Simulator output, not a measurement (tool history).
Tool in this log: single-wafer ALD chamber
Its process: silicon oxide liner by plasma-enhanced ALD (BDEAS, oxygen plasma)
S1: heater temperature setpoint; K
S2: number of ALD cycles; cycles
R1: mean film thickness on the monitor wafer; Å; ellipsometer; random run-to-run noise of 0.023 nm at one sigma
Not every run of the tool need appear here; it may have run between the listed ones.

run 1 hour=0 | S1=593.15 S2=81 | R1=67.466
run 2 hour=3.8 | S1=593.15 S2=70 | R1=58.259
run 3 hour=11.1 | S1=592.15 S2=78 | R1=65.118
run 4 hour=16.7 | S1=588.15 S2=78 | R1=65.377
run 5 hour=23.7 | S1=588.15 S2=67 | R1=56.096
run 6 hour=29 | S1=582.15 S2=67 | R1=56.534
run 7 hour=37 | S1=581.15 S2=76 | R1=64.445
run 8 hour=39 | S1=580.15 S2=81 | R1=68.908
run 9 hour=41.2 | S1=579.15 S2=85 | R1=72.225

Run 10, settings as shown, results not yet in. Your forecast:
run 10 hour=47.2 | S1=579.15 S2=88 | R1=?

R1: 74.641 Å
